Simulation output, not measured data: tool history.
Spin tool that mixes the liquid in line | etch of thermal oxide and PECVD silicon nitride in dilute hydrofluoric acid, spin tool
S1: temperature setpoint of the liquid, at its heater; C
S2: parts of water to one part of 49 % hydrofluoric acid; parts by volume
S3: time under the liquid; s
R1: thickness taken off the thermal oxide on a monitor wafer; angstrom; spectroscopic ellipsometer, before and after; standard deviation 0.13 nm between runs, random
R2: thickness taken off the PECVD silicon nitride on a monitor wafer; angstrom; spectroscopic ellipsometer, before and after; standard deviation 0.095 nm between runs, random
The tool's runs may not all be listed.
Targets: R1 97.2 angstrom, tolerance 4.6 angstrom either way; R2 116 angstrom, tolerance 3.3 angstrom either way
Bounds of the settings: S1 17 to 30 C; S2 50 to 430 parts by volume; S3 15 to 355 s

run	hour	S1	S2	S3	R1	R2
1	0	22	240	180	28.069	32.086
2	7.4	23.5	205	180	35.889	40.456
3	14	23.5	205	230	46.136	52.333
4	16.1	26.5	205	230	52.039	62.698
5	21	29.5	205	230	55.253	75.333
6	29.6	29.5	155	230	78.361	99.039
7	30.7	29.5	145	230	88.318	107.04
8	33.1	29.5	140	230	88.731	110.95

Of the 4 settings listed for the next run, only one would bring every result within its allowed miss of target. Which one?
A	35.5	30	150	225	?	?
B	35.5	29.5	180	290	?	?
C	35.5	29.5	205	325	?	?
D	35.5	27.5	150	290	?	?

move	R1	R2
A	82.318	103.95
B	83.591	108
C	79.773	106.04
D	96.866	114.78
A: misses by more than the last run did
B: misses by more than the last run did
C: misses by more than the last run did
D: all results in spec
So the answer is move D, the one that meets all the targets.
